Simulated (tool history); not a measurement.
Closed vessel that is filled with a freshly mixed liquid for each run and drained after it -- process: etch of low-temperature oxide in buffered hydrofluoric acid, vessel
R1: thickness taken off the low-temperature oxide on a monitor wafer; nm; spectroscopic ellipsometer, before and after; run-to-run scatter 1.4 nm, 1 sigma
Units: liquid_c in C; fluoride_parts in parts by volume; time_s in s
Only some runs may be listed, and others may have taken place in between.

run 1 hour=0 | liquid_c=23 fluoride_parts=12.5 time_s=30 | R1=86.174
run 2 hour=8.5 | liquid_c=24.5 fluoride_parts=11.5 time_s=30 | R1=102.75
run 3 hour=11.8 | liquid_c=26 fluoride_parts=11.5 time_s=30 | R1=110.29
run 4 hour=13.7 | liquid_c=27 fluoride_parts=11 time_s=30 | R1=120.7
run 5 hour=16.1 | liquid_c=25 fluoride_parts=11 time_s=30 | R1=107.87
run 6 hour=20.8 | liquid_c=25 fluoride_parts=11 time_s=30 | R1=107.42

What does the tool deliver on the next run?
run 7 hour=22.6 | liquid_c=26 fluoride_parts=10.5 time_s=30 | R1=?

{"run 7": {"R1": 120.42}}
